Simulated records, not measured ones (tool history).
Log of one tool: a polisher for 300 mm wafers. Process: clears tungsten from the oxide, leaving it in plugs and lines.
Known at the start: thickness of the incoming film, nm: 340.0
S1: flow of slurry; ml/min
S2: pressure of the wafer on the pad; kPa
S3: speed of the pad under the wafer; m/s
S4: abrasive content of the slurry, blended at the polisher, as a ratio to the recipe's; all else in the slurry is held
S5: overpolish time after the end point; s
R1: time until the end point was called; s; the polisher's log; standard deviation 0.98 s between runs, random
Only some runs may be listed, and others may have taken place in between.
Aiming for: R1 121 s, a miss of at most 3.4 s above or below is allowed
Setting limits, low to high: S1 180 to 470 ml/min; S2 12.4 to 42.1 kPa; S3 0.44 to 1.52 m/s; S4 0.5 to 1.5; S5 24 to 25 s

run    day   S1    S2    S3   S4  S5      R1
  1      0  300  26.9  0.98    1  24  81.411
  2  0.146  300  26.9  0.74    1  24  105.51
  3  0.412  300  26.2  0.74    1  24   107.7
  4  0.783  300  26.2  0.74    1  24  109.03
  5  1.029  225  26.2  0.74    1  24  111.98
  6  1.154  225  26.2  0.74  1.1  24  110.52
  7  1.479  225  26.2  0.74  1.1  24  110.12
  8  1.525  225  25.5  0.74  1.1  24   113.9
  9  1.738  220  25.5  0.74  1.1  24  115.14
 10  1.792  215  25.5  0.74  1.1  24  112.71

Pick the move, out of 4, that brings all results within their allowed miss; only one does.
  A  1.846  325  26.9  0.68   1.2  25   ?
  B  1.846  245  26.2  0.68  0.95  25   ?
  C  1.846  180    29  0.76   1.2  25   ?
  D  1.846  180  26.9  0.74  0.95  24   ?

move      R1
   A  110.69
   B  121.27
   C  99.628
   D  113.93
A: further off than the last run
B: every result within its allowed miss
C: further off than the last run
D: closer than the last run, but not yet in spec
The right move is B.
